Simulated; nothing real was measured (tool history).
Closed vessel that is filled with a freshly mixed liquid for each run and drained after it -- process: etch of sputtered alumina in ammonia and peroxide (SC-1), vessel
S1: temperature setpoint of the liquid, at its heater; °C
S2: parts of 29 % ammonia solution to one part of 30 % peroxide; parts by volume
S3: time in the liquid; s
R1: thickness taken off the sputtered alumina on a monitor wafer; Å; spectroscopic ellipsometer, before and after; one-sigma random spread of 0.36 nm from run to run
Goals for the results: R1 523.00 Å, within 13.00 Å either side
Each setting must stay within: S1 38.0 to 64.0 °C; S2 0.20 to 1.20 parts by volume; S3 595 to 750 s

run	hour	S1	S2	S3	R1
1	0.0	48.0	0.85	750	311.35
2	5.8	42.0	0.85	750	217.60
3	14.7	42.0	0.85	750	220.15
4	16.9	38.0	0.85	750	172.19
5	23.8	38.0	0.85	750	171.81
6	30.2	38.0	0.85	595	137.73
7	32.2	40.5	0.85	595	158.97
8	35.5	43.0	0.85	595	185.57
9	44.6	51.0	0.90	600	291.67
10	48.0	52.5	0.90	600	319.94
11	52.5	60.5	0.90	605	487.78

Which of these 5 next moves meets every target?
A	57.0	59.5	0.85	750	?
B	57.0	62.0	0.85	600	?
C	57.0	61.5	1.20	635	?
D	57.0	59.0	1.20	600	?
E	57.0	60.5	0.95	680	?

move	R1
A	573.81
B	521.56
C	556.05
D	462.24
E	553.46
A: the result that was furthest off in the last run now lies on the other side of its target
B: all results in spec
C: the result that was furthest off in the last run now lies on the other side of its target
D: misses by more than the last run did
E: the result that was furthest off in the last run now lies on the other side of its target
The right move is B.
